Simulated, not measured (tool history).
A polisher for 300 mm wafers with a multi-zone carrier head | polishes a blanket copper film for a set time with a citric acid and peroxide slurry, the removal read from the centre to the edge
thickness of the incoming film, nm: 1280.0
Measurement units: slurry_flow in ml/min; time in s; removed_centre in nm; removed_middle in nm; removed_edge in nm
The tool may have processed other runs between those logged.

| run | day | slurry_flow | centre_zone | middle_zone | edge_zone | slurry_solids | time | removed_centre | removed_middle | removed_edge |
|---|---|---|---|---|---|---|---|---|---|---|
| 1 | 0.000 | 225 | 1.00 | 1.00 | 1.00 | 1.00 | 85 | 185.21 | 174.12 | 179.73 |
| 2 | 0.258 | 220 | 1.00 | 1.01 | 0.98 | 0.95 | 85 | 181.48 | 171.82 | 174.39 |
| 3 | 0.492 | 215 | 1.00 | 1.02 | 0.96 | 0.95 | 85 | 177.86 | 173.36 | 172.37 |
| 4 | 0.538 | 215 | 1.00 | 1.02 | 0.96 | 1.10 | 85 | 187.47 | 176.59 | 178.88 |
| 5 | 0.812 | 215 | 1.00 | 1.08 | 0.96 | 1.10 | 85 | 182.34 | 186.15 | 178.24 |
| 6 | 1.158 | 215 | 1.00 | 1.08 | 0.96 | 1.10 | 97 | 209.22 | 217.78 | 201.76 |
| 7 | 1.492 | 215 | 1.01 | 1.07 | 0.94 | 1.05 | 96 | 208.39 | 206.56 | 196.50 |

Predict the results of run 8:
| 8 | 1.817 | 215 | 1.01 | 1.07 | 0.92 | 1.00 | 95 | ? | ? | ? |

removed_centre: 203.82 nm
removed_middle: 204.41 nm
removed_edge: 190.77 nm
